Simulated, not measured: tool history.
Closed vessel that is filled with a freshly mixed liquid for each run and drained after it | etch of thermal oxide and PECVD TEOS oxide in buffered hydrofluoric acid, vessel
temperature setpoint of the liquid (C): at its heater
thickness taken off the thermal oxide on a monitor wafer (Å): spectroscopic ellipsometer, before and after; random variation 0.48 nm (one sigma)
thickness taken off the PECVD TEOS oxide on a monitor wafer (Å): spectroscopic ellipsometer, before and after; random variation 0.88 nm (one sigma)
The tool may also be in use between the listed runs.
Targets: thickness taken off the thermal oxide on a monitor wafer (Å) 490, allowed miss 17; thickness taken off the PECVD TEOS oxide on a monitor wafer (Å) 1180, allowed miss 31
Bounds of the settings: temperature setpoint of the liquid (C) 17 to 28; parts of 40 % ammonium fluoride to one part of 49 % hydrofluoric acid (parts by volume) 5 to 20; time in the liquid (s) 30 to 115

run  hour  temperature setpoint of the liquid (C)  parts of 40 % ammonium fluoride to one part of 49 % hydrofluoric acid (parts by volume)  time in the liquid (s)  thickness taken off the thermal oxide on a monitor wafer (Å)  thickness taken off the PECVD TEOS oxide on a monitor wafer (Å)
  1     0                                      20                                                                                       12                      60                                                        398.55                                                           958.48
  2   5.2                                      20                                                                                        9                      60                                                        504.01                                                           1241.5
  3  13.7                                      20                                                                                        9                      50                                                         417.6                                                           1038.2
  4  20.5                                    20.5                                                                                        9                      50                                                         438.6                                                           1054.2
  5  23.2                                      19                                                                                        9                      50                                                        402.93                                                           977.32
  6  24.2                                    17.5                                                                                        9                      50                                                        368.93                                                           888.81
  7  26.6                                    18.5                                                                                        9                      50                                                        399.25                                                           938.42
  8    34                                      21                                                                                      7.5                      50                                                        550.44                                                           1319.6
  9  35.9                                    19.5                                                                                      7.5                      50                                                        505.27                                                           1211.8

4 next moves are on the table. One of them brings every result within its allowed miss. Which?
  A  37.8                                    20.5                                                                                        5                      30                                                             ?                                                                ?
  B  37.8                                      19                                                                                        8                      50                                                             ?                                                                ?
  C  37.8                                      24                                                                                     14.5                      75                                                             ?                                                                ?
  D  37.8                                    21.5                                                                                        7                      40                                                             ?                                                                ?

move  thickness taken off the thermal oxide on a monitor wafer (Å)  thickness taken off the PECVD TEOS oxide on a monitor wafer (Å)
   A                                                        460.99                                                           1103.7
   B                                                        458.39                                                           1097.5
   C                                                        519.56                                                           1243.9
   D                                                        487.12                                                           1166.2
A: takes the result that was furthest off past its target
B: takes the result that was furthest off past its target
C: further off than the last run
D: meets every target
The right move is D.

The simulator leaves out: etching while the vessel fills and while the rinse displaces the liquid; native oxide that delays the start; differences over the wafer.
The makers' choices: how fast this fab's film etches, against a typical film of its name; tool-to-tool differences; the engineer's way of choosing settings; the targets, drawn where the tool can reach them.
